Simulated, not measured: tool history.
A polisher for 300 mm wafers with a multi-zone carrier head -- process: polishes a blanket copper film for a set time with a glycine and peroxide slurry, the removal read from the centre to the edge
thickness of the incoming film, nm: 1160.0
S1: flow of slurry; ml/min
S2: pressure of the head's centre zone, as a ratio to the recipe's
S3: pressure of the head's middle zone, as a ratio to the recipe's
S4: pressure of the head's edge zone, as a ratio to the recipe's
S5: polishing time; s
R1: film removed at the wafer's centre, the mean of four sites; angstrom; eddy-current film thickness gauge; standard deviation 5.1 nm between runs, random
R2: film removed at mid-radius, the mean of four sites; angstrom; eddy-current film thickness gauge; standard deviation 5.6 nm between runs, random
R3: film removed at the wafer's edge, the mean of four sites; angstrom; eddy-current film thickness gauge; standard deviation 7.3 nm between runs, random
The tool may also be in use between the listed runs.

run,hour,S1,S2,S3,S4,S5,R1,R2,R3
1,0.0,290,1.00,1.00,1.00,53,4005.1,4092.1,4217.6
2,3.4,330,1.00,1.00,1.00,53,4041.7,4242.9,4098.1
3,6.6,310,1.05,0.99,1.02,56,4384.6,4316.7,4445.4
4,11.9,310,1.05,0.93,1.02,56,4388.4,4101.0,4504.6
5,18.0,310,1.05,0.93,1.02,43,3409.2,3148.4,3350.0
6,24.5,255,1.05,0.93,1.02,43,3359.5,3144.4,3269.7
7,32.6,315,1.15,0.98,1.12,58,5057.4,4494.3,4759.5

What does the tool deliver on the next run?
8,36.5,325,1.16,0.97,1.12,60,?,?,?

{"run 8": {"R1": 5287.1, "R2": 4699.2, "R3": 4977.4}}

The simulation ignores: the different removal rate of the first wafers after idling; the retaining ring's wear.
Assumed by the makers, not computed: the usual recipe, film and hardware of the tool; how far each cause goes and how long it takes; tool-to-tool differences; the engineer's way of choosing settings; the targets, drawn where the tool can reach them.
